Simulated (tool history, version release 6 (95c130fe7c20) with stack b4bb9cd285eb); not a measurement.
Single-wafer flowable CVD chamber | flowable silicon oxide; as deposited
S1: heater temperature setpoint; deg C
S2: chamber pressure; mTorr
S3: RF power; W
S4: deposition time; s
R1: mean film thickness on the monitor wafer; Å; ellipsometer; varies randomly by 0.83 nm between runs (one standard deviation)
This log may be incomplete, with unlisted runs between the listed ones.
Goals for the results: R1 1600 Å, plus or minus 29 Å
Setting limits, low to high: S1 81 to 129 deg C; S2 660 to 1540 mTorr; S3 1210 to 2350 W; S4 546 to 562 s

run  hour   S1    S2    S3   S4      R1
  1     0  105  1100  1780  546  3849.9
  2   8.2  105  1100  1780  562  3985.2
  3  15.2  105  1100  1780  546  3830.8
  4  18.1  105  1100  1655  546  3802.1
  5    19  105  1100  1655  562  3942.6
  6  27.3  105   980  1655  562  3543.3
  7  35.2  110   980  1655  562  3023.5
  8  36.8  114   970  1655  562  2728.3
  9  37.3  126   820  1640  562  1692.5

Next run, 4 choices. One meets every target within its allowed miss, the rest don't. Which?
  A  37.8  129  900  1625  549   ?
  B  37.8  127  820  1560  546   ?
  C  37.8  128  890  1610  551   ?
  D  37.8  122  810  1685  562   ?

move      R1
   A  1672.3
   B  1587.6
   C  1697.1
   D  1848.7
A: nearer than the last run, and not there yet
B: every result lands within tolerance
C: about the same distance from the targets as the last run
D: moves away from the targets compared with the last run
The right move is B.
